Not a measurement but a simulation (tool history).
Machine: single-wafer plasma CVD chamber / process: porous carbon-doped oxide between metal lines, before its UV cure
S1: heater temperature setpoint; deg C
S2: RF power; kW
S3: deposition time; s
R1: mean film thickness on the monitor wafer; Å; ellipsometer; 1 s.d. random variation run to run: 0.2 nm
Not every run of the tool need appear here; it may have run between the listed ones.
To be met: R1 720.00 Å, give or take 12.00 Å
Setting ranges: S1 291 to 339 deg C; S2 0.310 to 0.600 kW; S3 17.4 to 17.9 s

run  hour   S1     S2    S3      R1
  1   0.0  315  0.455  17.4  818.13
  2   1.0  318  0.455  17.4  804.58
  3   3.0  311  0.455  17.4  831.05
  4   8.8  314  0.450  17.4  810.28
  5   9.9  319  0.450  17.4  792.82
  6  10.5  321  0.450  17.4  785.26
  7  18.0  323  0.450  17.4  777.44
  8  22.8  325  0.450  17.4  766.89
  9  28.8  326  0.450  17.4  765.99
 10  35.8  327  0.450  17.4  765.29
 11  40.5  328  0.450  17.4  764.32
 12  44.4  329  0.450  17.4  756.93
 13  49.0  330  0.450  17.4  755.13
 14  56.9  331  0.450  17.4  750.58
 15  61.0  332  0.450  17.4  748.13
 16  62.8  333  0.450  17.4  741.44

Of the 5 settings listed for the next run, only one would bring every result within its allowed miss of target. Which one?
  A  64.6  329  0.410  17.4   ?
  B  64.6  325  0.440  17.7   ?
  C  64.6  337  0.435  17.6   ?
  D  64.6  337  0.460  17.9   ?
  E  64.6  326  0.395  17.9   ?

move      R1
   A  687.32
   B  764.34
   C  714.76
   D  767.52
   E  687.86
A: moves the result that the last run missed by most past its target, out the other side
B: misses by more than the last run did
C: every result lands within tolerance
D: misses by more than the last run did
E: moves the result that the last run missed by most past its target, out the other side
The right move is C.

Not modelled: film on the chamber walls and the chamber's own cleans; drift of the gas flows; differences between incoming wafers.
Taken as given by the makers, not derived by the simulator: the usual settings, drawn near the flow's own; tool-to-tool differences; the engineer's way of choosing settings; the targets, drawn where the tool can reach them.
